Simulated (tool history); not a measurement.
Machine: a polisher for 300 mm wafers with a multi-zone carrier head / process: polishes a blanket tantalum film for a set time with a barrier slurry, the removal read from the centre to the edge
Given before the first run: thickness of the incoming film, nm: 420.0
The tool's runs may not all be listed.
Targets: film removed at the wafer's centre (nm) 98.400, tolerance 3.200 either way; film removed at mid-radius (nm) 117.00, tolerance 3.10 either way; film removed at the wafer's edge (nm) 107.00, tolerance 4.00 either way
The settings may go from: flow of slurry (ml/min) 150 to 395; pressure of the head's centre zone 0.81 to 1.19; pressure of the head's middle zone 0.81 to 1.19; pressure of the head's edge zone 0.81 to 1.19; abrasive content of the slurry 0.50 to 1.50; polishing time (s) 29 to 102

run,day,flow of slurry (ml/min),pressure of the head's centre zone,pressure of the head's middle zone,pressure of the head's edge zone,abrasive content of the slurry,polishing time (s),film removed at the wafer's centre (nm),film removed at mid-radius (nm),film removed at the wafer's edge (nm)
1,0.000,250,1.00,1.00,1.00,1.00,65,127.180,134.11,131.92
2,0.238,250,1.04,1.00,1.00,1.00,65,134.780,132.98,129.25
3,0.600,225,1.04,1.00,1.00,1.00,65,132.040,132.48,128.59
4,0.950,225,1.04,1.00,1.00,1.20,65,136.200,137.81,134.77
5,1.125,225,1.04,1.00,1.00,1.20,57,122.080,119.90,118.42
6,1.262,225,1.04,1.00,0.95,1.20,57,118.940,121.58,115.54
7,1.579,220,1.02,1.00,0.93,1.20,57,114.900,122.30,115.95
8,1.842,205,0.95,1.01,0.85,0.95,56,102.540,113.28,103.04
9,1.933,205,0.94,1.01,0.86,0.95,56,100.100,112.67,100.52
10,2.088,210,0.93,1.01,0.87,0.95,56,100.570,113.82,104.03
11,2.350,210,0.92,1.01,0.87,0.95,56,99.697,112.94,105.32
12,2.667,215,0.92,1.02,0.87,0.95,56,100.130,112.87,104.20
13,2.704,215,0.91,1.03,0.87,0.95,56,99.331,113.93,102.68

Exercise: of the 4 proposed moves below, exactly one satisfies all targets within the stated allowed misses. Which move is it?
A,2.742,260,0.83,0.96,0.83,0.95,59,?,?,?
B,2.742,225,0.89,0.92,0.91,0.95,60,?,?,?
C,2.742,205,0.94,0.93,0.90,0.85,58,?,?,?
D,2.742,210,0.92,1.08,0.86,0.85,57,?,?,?

move,film removed at the wafer's centre (nm),film removed at mid-radius (nm),film removed at the wafer's edge (nm)
A,98.368,116.47,108.37
B,104.180,112.92,113.41
C,101.310,105.61,105.10
D,98.167,115.84,101.26
A: each result inside its tolerance
B: the result that was furthest off in the last run now lies on the other side of its target
C: brings the last run's worst result on target, with another outside its allowed miss
D: lands further from the targets than the last run did
So the answer is move A, the one that meets all the targets.

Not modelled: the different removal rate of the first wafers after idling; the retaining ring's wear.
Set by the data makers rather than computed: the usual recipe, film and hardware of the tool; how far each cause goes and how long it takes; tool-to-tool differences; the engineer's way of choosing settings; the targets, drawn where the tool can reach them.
